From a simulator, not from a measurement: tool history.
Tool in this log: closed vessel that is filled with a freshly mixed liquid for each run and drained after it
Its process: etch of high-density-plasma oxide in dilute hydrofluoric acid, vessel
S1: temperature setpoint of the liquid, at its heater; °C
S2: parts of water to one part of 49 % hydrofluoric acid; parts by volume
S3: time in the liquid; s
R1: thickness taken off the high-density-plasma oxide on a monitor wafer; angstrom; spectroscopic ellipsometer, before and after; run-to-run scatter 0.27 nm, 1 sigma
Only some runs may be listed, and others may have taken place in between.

run	hour	S1	S2	S3	R1
1	0.0	23.0	110	280	215.98
2	8.7	24.0	105	280	235.05
3	9.8	22.5	105	280	220.12
4	11.4	23.5	105	280	231.37
5	20.4	24.5	105	280	241.91
6	24.9	24.5	140	280	174.34
7	26.2	25.5	135	280	186.95

For run 8, what comes out?
8	35.4	26.0	130	280	?

{"run 8": {"R1": 199.62}}

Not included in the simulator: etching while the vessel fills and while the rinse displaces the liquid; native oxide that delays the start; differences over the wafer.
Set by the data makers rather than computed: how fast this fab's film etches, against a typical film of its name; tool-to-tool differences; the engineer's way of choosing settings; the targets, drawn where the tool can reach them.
